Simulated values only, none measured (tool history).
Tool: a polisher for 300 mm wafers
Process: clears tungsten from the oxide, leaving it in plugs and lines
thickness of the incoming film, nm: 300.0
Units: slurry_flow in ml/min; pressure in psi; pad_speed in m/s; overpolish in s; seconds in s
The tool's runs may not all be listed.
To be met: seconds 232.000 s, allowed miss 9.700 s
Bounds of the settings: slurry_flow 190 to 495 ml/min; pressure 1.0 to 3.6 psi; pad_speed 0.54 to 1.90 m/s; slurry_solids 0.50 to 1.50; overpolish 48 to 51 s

| run | day | slurry_flow | pressure | pad_speed | slurry_solids | overpolish | seconds |
|---|---|---|---|---|---|---|---|
| 1 | 0.000 | 320 | 2.3 | 1.22 | 1.00 | 48 | 76.805 |
| 2 | 0.217 | 315 | 1.9 | 1.02 | 1.00 | 48 | 108.380 |
| 3 | 0.454 | 315 | 2.3 | 1.02 | 1.00 | 48 | 90.786 |
| 4 | 0.525 | 315 | 1.9 | 0.88 | 1.00 | 48 | 128.920 |
| 5 | 0.762 | 315 | 1.6 | 0.82 | 1.00 | 48 | 161.500 |
| 6 | 0.942 | 315 | 1.6 | 0.82 | 1.00 | 51 | 164.010 |
| 7 | 1.204 | 315 | 1.4 | 0.80 | 1.00 | 51 | 187.020 |
| 8 | 1.529 | 315 | 1.3 | 0.80 | 1.00 | 51 | 200.250 |
| 9 | 1.829 | 315 | 1.2 | 0.80 | 1.00 | 51 | 220.690 |

Which of these 5 next moves meets every target?
| A | 2.129 | 405 | 1.3 | 0.78 | 0.85 | 51 | ? |
| B | 2.129 | 440 | 1.4 | 0.66 | 1.30 | 48 | ? |
| C | 2.129 | 325 | 1.3 | 0.74 | 1.10 | 51 | ? |
| D | 2.129 | 330 | 1.1 | 0.82 | 0.95 | 50 | ? |
| E | 2.129 | 285 | 1.2 | 0.84 | 0.95 | 48 | ? |

| move | seconds |
|---|---|
| A | 210.300 |
| B | 204.580 |
| C | 210.470 |
| D | 231.780 |
| E | 211.650 |
A: further off than the last run
B: further off than the last run
C: further off than the last run
D: meets every target
E: further off than the last run
The right move is D.
